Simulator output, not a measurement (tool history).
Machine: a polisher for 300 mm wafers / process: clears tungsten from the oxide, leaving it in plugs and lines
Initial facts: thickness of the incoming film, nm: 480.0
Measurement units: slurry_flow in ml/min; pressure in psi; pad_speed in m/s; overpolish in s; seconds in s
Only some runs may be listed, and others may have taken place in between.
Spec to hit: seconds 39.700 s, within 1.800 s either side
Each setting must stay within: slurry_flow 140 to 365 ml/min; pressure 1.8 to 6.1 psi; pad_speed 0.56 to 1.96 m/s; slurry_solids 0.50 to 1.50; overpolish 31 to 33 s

Run 1, day 0.000: slurry_flow 235 ml/min, pressure 3.9 psi, pad_speed 1.26 m/s, slurry_solids 1.00, overpolish 31 s. Result: seconds 83.697 s.
Run 2, day 0.250: slurry_flow 235 ml/min, pressure 3.9 psi, pad_speed 1.26 m/s, slurry_solids 1.20, overpolish 31 s. Result: seconds 79.003 s.
Run 3, day 0.525: slurry_flow 235 ml/min, pressure 4.6 psi, pad_speed 1.32 m/s, slurry_solids 1.20, overpolish 31 s. Result: seconds 65.229 s.
Run 4, day 0.558: slurry_flow 280 ml/min, pressure 4.6 psi, pad_speed 1.32 m/s, slurry_solids 1.20, overpolish 31 s. Result: seconds 65.389 s.
Run 5, day 0.771: slurry_flow 280 ml/min, pressure 4.6 psi, pad_speed 1.32 m/s, slurry_solids 1.20, overpolish 31 s. Result: seconds 65.310 s.
Run 6, day 1.108: slurry_flow 280 ml/min, pressure 4.6 psi, pad_speed 1.32 m/s, slurry_solids 1.20, overpolish 31 s. Result: seconds 64.283 s.
Run 7, day 1.171: slurry_flow 280 ml/min, pressure 5.0 psi, pad_speed 1.38 m/s, slurry_solids 1.20, overpolish 31 s. Result: seconds 55.003 s.
Run 8, day 1.262: slurry_flow 280 ml/min, pressure 5.3 psi, pad_speed 1.40 m/s, slurry_solids 1.20, overpolish 31 s. Result: seconds 51.762 s.
Run 9, day 1.329: slurry_flow 280 ml/min, pressure 5.5 psi, pad_speed 1.44 m/s, slurry_solids 1.20, overpolish 31 s. Result: seconds 49.924 s.
Run 10, day 1.642: slurry_flow 280 ml/min, pressure 5.7 psi, pad_speed 1.50 m/s, slurry_solids 1.20, overpolish 31 s. Result: seconds 46.339 s.
Run 11, day 1.850: slurry_flow 280 ml/min, pressure 5.8 psi, pad_speed 1.54 m/s, slurry_solids 1.20, overpolish 31 s. Result: seconds 43.207 s.
Run 12, day 2.054: slurry_flow 280 ml/min, pressure 5.9 psi, pad_speed 1.56 m/s, slurry_solids 1.20, overpolish 31 s. Result: seconds 42.487 s.

Exercise: of the 4 proposed moves below, exactly one satisfies all targets within the stated allowed misses. Which move is it?
Run A, day 2.258: slurry_flow 300 ml/min, pressure 5.0 psi, pad_speed 1.68 m/s, slurry_solids 1.50, overpolish 31 s. Result: seconds ?.
Run B, day 2.258: slurry_flow 290 ml/min, pressure 5.4 psi, pad_speed 1.44 m/s, slurry_solids 1.20, overpolish 31 s. Result: seconds ?.
Run C, day 2.258: slurry_flow 275 ml/min, pressure 6.1 psi, pad_speed 1.60 m/s, slurry_solids 1.20, overpolish 32 s. Result: seconds ?.
Run D, day 2.258: slurry_flow 280 ml/min, pressure 5.5 psi, pad_speed 1.58 m/s, slurry_solids 1.25, overpolish 33 s. Result: seconds ?.

move  seconds
   A   43.230
   B   49.042
   C   39.492
   D   43.784
A: lands further from the targets than the last run did
B: lands further from the targets than the last run did
C: all results in spec
D: lands further from the targets than the last run did
Go with C: it meets all targets.

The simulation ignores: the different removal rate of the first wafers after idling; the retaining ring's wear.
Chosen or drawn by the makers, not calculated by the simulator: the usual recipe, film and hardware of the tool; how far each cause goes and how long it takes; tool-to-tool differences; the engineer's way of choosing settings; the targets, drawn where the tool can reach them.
